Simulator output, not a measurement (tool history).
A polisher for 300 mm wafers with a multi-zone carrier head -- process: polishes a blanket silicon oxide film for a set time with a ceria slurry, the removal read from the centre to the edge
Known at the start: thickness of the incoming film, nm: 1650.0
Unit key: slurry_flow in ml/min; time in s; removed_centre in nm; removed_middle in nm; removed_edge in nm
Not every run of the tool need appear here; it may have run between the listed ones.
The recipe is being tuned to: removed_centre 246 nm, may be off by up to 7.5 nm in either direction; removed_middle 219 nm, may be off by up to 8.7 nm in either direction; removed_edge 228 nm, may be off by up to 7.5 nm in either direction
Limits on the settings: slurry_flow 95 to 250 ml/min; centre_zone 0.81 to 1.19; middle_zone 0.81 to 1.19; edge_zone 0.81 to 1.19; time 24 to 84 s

run 1 hour=0 | slurry_flow=160 centre_zone=1 middle_zone=1 edge_zone=1 time=54 | removed_centre=290.62 removed_middle=291.43 removed_edge=293.84
run 2 hour=7.5 | slurry_flow=160 centre_zone=1 middle_zone=1 edge_zone=1 time=41 | removed_centre=220.07 removed_middle=224.54 removed_edge=228.21
run 3 hour=11.7 | slurry_flow=160 centre_zone=0.97 middle_zone=1 edge_zone=1 time=41 | removed_centre=212.31 removed_middle=225.43 removed_edge=225.86
run 4 hour=19.8 | slurry_flow=160 centre_zone=0.97 middle_zone=1.05 edge_zone=1 time=41 | removed_centre=214.26 removed_middle=235.42 removed_edge=218.59
run 5 hour=25 | slurry_flow=125 centre_zone=0.97 middle_zone=1.05 edge_zone=1 time=41 | removed_centre=202.67 removed_middle=223.98 removed_edge=215.54
run 6 hour=32.6 | slurry_flow=125 centre_zone=0.97 middle_zone=1.05 edge_zone=0.94 time=41 | removed_centre=203.65 removed_middle=224.77 removed_edge=213.34
run 7 hour=37.7 | slurry_flow=145 centre_zone=1.01 middle_zone=1.02 edge_zone=0.95 time=40 | removed_centre=213.03 removed_middle=217.16 removed_edge=208.89
run 8 hour=44.6 | slurry_flow=190 centre_zone=1.09 middle_zone=0.96 edge_zone=1.05 time=42 | removed_centre=246.96 removed_middle=225.34 removed_edge=234.87
run 9 hour=50.3 | slurry_flow=185 centre_zone=1.1 middle_zone=0.96 edge_zone=1.04 time=42 | removed_centre=253.98 removed_middle=226.79 removed_edge=239.63

Below are 4 possible settings for the next run. Only one of them brings all results inside the allowed miss of their targets. Which is it?
run A hour=56 | slurry_flow=120 centre_zone=1.13 middle_zone=0.89 edge_zone=1.14 time=46 | removed_centre=? removed_middle=? removed_edge=?
run B hour=56 | slurry_flow=180 centre_zone=1.11 middle_zone=0.88 edge_zone=0.99 time=45 | removed_centre=? removed_middle=? removed_edge=?
run C hour=56 | slurry_flow=170 centre_zone=1.03 middle_zone=0.86 edge_zone=1.06 time=45 | removed_centre=? removed_middle=? removed_edge=?
run D hour=56 | slurry_flow=190 centre_zone=1.12 middle_zone=0.97 edge_zone=1.07 time=40 | removed_centre=? removed_middle=? removed_edge=?

move=A removed_centre=264.98 removed_middle=218.85 removed_edge=254.25
move=B removed_centre=274.18 removed_middle=226.56 removed_edge=247.98
move=C removed_centre=251.92 removed_middle=220.56 removed_edge=252.48
move=D removed_centre=248.15 removed_middle=220.02 removed_edge=227.44
A: its largest miss is bigger than the last run's
B: its largest miss is bigger than the last run's
C: its largest miss is bigger than the last run's
D: in spec on every target
Answer: D

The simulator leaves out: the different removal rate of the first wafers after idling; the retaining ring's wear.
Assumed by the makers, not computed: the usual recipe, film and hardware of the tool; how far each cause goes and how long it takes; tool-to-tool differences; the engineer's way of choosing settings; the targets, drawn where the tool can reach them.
